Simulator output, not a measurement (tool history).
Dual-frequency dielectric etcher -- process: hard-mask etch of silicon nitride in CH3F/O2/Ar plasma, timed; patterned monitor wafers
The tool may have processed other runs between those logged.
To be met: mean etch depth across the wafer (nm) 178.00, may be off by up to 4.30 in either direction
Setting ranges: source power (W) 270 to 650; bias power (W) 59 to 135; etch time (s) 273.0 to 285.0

| run | hour | source power (W) | bias power (W) | etch time (s) | mean etch depth across the wafer (nm) |
|---|---|---|---|---|---|
| 1 | 0.0 | 460 | 97 | 273.0 | 206.48 |
| 2 | 8.4 | 460 | 90 | 273.0 | 199.58 |
| 3 | 14.1 | 390 | 90 | 273.0 | 185.69 |
| 4 | 18.8 | 390 | 90 | 285.0 | 193.49 |
| 5 | 19.5 | 390 | 82 | 285.0 | 186.19 |
| 6 | 26.7 | 440 | 82 | 285.0 | 196.75 |
| 7 | 32.8 | 410 | 81 | 285.0 | 190.34 |
| 8 | 36.8 | 390 | 80 | 285.0 | 184.84 |
| 9 | 41.0 | 380 | 80 | 285.0 | 182.37 |

Which of these 4 next moves meets every target?
| A | 45.2 | 470 | 73 | 273.0 | ? |
| B | 45.2 | 420 | 63 | 276.0 | ? |
| C | 45.2 | 370 | 69 | 277.5 | ? |
| D | 45.2 | 350 | 88 | 277.0 | ? |

| move | mean etch depth across the wafer (nm) |
|---|---|
| A | 185.65 |
| B | 168.36 |
| C | 164.94 |
| D | 176.43 |
A: lands further from the targets than the last run did
B: carries the result that was furthest off beyond its target, to the other side
C: carries the result that was furthest off beyond its target, to the other side
D: all results in spec
D is the move that brings every result within its allowed miss.
